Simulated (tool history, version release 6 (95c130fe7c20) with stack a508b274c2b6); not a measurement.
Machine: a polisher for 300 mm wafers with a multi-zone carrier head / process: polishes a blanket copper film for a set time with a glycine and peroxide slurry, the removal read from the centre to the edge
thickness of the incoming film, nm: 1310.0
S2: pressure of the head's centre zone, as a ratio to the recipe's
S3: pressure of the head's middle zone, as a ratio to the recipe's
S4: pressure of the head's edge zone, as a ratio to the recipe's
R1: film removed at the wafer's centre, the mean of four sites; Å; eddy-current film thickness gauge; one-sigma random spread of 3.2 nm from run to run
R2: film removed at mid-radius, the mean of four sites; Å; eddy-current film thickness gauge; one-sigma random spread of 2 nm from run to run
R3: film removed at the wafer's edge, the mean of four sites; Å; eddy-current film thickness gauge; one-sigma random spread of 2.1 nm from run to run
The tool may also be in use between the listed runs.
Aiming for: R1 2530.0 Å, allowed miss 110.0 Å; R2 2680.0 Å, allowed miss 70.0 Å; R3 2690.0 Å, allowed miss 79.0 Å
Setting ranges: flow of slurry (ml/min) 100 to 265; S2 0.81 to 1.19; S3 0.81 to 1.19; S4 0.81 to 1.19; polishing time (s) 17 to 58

{"run": 1, "day": 0.0, "flow of slurry (ml/min)": 170, "S2": 1.0, "S3": 1.0, "S4": 1.0, "polishing time (s)": 37, "R1": 1960.5, "R2": 2137.2, "R3": 2162.1}
{"run": 2, "day": 0.329, "flow of slurry (ml/min)": 185, "S2": 1.02, "S3": 1.02, "S4": 1.04, "polishing time (s)": 38, "R1": 2134.2, "R2": 2278.0, "R3": 2288.5}
{"run": 3, "day": 0.675, "flow of slurry (ml/min)": 185, "S2": 1.02, "S3": 1.02, "S4": 0.98, "polishing time (s)": 38, "R1": 2124.3, "R2": 2264.4, "R3": 2201.5}
{"run": 4, "day": 1.008, "flow of slurry (ml/min)": 195, "S2": 1.03, "S3": 1.03, "S4": 1.03, "polishing time (s)": 39, "R1": 2261.9, "R2": 2370.7, "R3": 2333.9}
{"run": 5, "day": 1.042, "flow of slurry (ml/min)": 215, "S2": 1.03, "S3": 1.03, "S4": 1.03, "polishing time (s)": 39, "R1": 2215.4, "R2": 2410.5, "R3": 2374.5}
{"run": 6, "day": 1.121, "flow of slurry (ml/min)": 190, "S2": 1.03, "S3": 1.03, "S4": 1.03, "polishing time (s)": 39, "R1": 2192.6, "R2": 2372.6, "R3": 2360.4}
{"run": 7, "day": 1.375, "flow of slurry (ml/min)": 195, "S2": 1.06, "S3": 1.05, "S4": 1.06, "polishing time (s)": 39, "R1": 2273.9, "R2": 2391.1, "R3": 2392.0}
{"run": 8, "day": 1.579, "flow of slurry (ml/min)": 195, "S2": 1.06, "S3": 1.05, "S4": 1.06, "polishing time (s)": 39, "R1": 2256.6, "R2": 2413.0, "R3": 2347.7}
{"run": 9, "day": 1.788, "flow of slurry (ml/min)": 205, "S2": 1.07, "S3": 1.05, "S4": 1.09, "polishing time (s)": 40, "R1": 2366.0, "R2": 2506.4, "R3": 2487.2}
{"run": 10, "day": 1.921, "flow of slurry (ml/min)": 210, "S2": 1.08, "S3": 1.05, "S4": 1.11, "polishing time (s)": 40, "R1": 2328.8, "R2": 2523.5, "R3": 2519.8}
{"run": 11, "day": 2.017, "flow of slurry (ml/min)": 215, "S2": 1.1, "S3": 1.05, "S4": 1.12, "polishing time (s)": 40, "R1": 2439.8, "R2": 2514.7, "R3": 2577.7}
{"run": 12, "day": 2.108, "flow of slurry (ml/min)": 220, "S2": 1.1, "S3": 1.06, "S4": 1.13, "polishing time (s)": 40, "R1": 2446.4, "R2": 2551.7, "R3": 2582.5}
{"run": 13, "day": 2.312, "flow of slurry (ml/min)": 225, "S2": 1.1, "S3": 1.07, "S4": 1.14, "polishing time (s)": 40, "R1": 2453.5, "R2": 2582.7, "R3": 2555.1}
{"run": 14, "day": 2.383, "flow of slurry (ml/min)": 230, "S2": 1.1, "S3": 1.07, "S4": 1.15, "polishing time (s)": 40, "R1": 2489.2, "R2": 2550.2, "R3": 2557.8}
{"run": 15, "day": 2.733, "flow of slurry (ml/min)": 225, "S2": 1.1, "S3": 1.07, "S4": 1.16, "polishing time (s)": 40, "R1": 2455.3, "R2": 2559.7, "R3": 2593.0}
{"day": 2.838, "done": "centre zone pressure recalibrated"}
{"run": 16, "day": 2.838, "flow of slurry (ml/min)": 230, "S2": 1.1, "S3": 1.08, "S4": 1.17, "polishing time (s)": 40, "R1": 2682.4, "R2": 2568.9, "R3": 2605.3}
{"run": 17, "day": 3.183, "flow of slurry (ml/min)": 230, "S2": 1.12, "S3": 1.08, "S4": 1.16, "polishing time (s)": 40, "R1": 2705.2, "R2": 2607.9, "R3": 2554.2}

Which one of the following 5 next-run settings gets every result inside its allowed miss? There is exactly one.
{"run": "A", "day": 3.529, "flow of slurry (ml/min)": 215, "S2": 0.94, "S3": 1.01, "S4": 1.19, "polishing time (s)": 42, "R1": "?", "R2": "?", "R3": "?"}
{"run": "B", "day": 3.529, "flow of slurry (ml/min)": 235, "S2": 0.92, "S3": 1.1, "S4": 1.11, "polishing time (s)": 43, "R1": "?", "R2": "?", "R3": "?"}
{"run": "C", "day": 3.529, "flow of slurry (ml/min)": 220, "S2": 0.96, "S3": 1.03, "S4": 1.19, "polishing time (s)": 41, "R1": "?", "R2": "?", "R3": "?"}
{"run": "D", "day": 3.529, "flow of slurry (ml/min)": 210, "S2": 0.99, "S3": 1.05, "S4": 1.09, "polishing time (s)": 43, "R1": "?", "R2": "?", "R3": "?"}
{"run": "E", "day": 3.529, "flow of slurry (ml/min)": 210, "S2": 1.01, "S3": 1.15, "S4": 1.11, "polishing time (s)": 39, "R1": "?", "R2": "?", "R3": "?"}

move=A R1=2382.6 R2=2580.7 R3=2752.2
move=B R1=2428.0 R2=2876.4 R3=2739.8
move=C R1=2377.7 R2=2569.5 R3=2692.5
move=D R1=2543.2 R2=2721.1 R3=2685.1
move=E R1=2349.0 R2=2667.6 R3=2454.5
A: the worst result of the last run now meets its target, but another is out of spec
B: the worst result of the last run now meets its target, but another is out of spec
C: the worst result of the last run now meets its target, but another is out of spec
D: in spec on every target
E: lands further from the targets than the last run did
Move D is the one to make.

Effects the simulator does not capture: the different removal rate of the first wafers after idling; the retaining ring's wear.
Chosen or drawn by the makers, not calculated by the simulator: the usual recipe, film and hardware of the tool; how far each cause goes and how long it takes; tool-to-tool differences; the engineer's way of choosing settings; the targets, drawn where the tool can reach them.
